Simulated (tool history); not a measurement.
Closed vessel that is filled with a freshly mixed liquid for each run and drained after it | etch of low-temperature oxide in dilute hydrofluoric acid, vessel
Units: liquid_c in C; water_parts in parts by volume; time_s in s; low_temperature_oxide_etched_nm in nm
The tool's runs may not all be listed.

run	hour	liquid_c	water_parts	time_s	low_temperature_oxide_etched_nm
1	0	25	230	135	15.899
2	7.4	25	170	135	23.135
3	7.9	27	170	135	24.935
4	15.3	27	170	135	24.554
# hour 20.7: thermometer replaced
5	20.7	24.5	170	135	21.268
6	24.4	22	200	135	15.8

The next listed run, before its measurement:
7	31.9	22	200	135	?

low_temperature_oxide_etched_nm: 15.782 nm

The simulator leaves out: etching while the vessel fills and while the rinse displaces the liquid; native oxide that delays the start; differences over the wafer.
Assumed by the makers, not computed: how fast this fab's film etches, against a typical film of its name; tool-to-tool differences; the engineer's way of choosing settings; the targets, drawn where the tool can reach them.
